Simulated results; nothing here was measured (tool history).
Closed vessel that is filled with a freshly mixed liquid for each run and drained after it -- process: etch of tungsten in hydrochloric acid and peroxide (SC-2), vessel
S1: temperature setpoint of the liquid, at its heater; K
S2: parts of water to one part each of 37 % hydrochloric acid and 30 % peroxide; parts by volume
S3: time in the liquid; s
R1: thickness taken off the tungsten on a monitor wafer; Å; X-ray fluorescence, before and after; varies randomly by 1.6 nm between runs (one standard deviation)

| run | hour | S1 | S2 | S3 | R1 |
|---|---|---|---|---|---|
| 1 | 0 | 329.15 | 8.5 | 235 | 744.46 |
| 2 | 6.9 | 331.65 | 8.5 | 235 | 879.26 |
| 3 | 14.5 | 331.65 | 7 | 235 | 1019.6 |
| 4 | 16 | 333.15 | 7 | 235 | 1129.8 |
| 5 | 23.7 | 334.65 | 7 | 235 | 1223.6 |
| 6 | 30 | 335.65 | 7 | 235 | 1308.6 |

Estimate the outcome of run 7 from the log above:
| 7 | 38.2 | 335.65 | 7 | 235 | ? |

Run 7 measured R1 1314.7 Å.

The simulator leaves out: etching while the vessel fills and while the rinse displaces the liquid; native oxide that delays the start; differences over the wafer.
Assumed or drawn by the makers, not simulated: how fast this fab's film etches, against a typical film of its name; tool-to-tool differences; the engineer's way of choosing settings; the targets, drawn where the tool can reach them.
